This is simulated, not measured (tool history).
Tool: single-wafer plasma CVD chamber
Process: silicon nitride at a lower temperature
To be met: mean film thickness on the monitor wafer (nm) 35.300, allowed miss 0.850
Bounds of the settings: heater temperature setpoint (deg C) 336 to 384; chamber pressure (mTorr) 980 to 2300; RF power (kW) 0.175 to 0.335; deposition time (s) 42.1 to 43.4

run,hour,heater temperature setpoint (deg C),chamber pressure (mTorr),RF power (kW),deposition time (s),mean film thickness on the monitor wafer (nm)
1,0.0,360,1640,0.255,42.1,43.133
2,7.6,360,1550,0.245,42.1,40.899
3,13.8,360,1470,0.240,42.1,40.082
4,22.1,360,1410,0.235,42.1,38.866
5,27.8,360,1350,0.230,42.1,37.475
6,28.6,360,1350,0.200,42.1,34.054
7,29.5,360,1370,0.200,42.1,34.336
8,32.9,360,1390,0.200,42.1,34.210
9,34.3,360,1390,0.200,42.1,34.442

5 next moves are on the table. One of them brings every result within its allowed miss. Which?
A,35.7,361,1620,0.185,43.4,?
B,35.7,341,1770,0.195,42.6,?
C,35.7,356,1450,0.190,42.1,?
D,35.7,356,1340,0.190,42.7,?
E,35.7,361,1450,0.205,43.4,?

move,mean film thickness on the monitor wafer (nm)
A,35.541
B,37.539
C,33.833
D,33.318
E,36.725
A: meets every target
B: takes the result that was furthest off past its target
C: further off than the last run
D: further off than the last run
E: takes the result that was furthest off past its target
The right move is A.
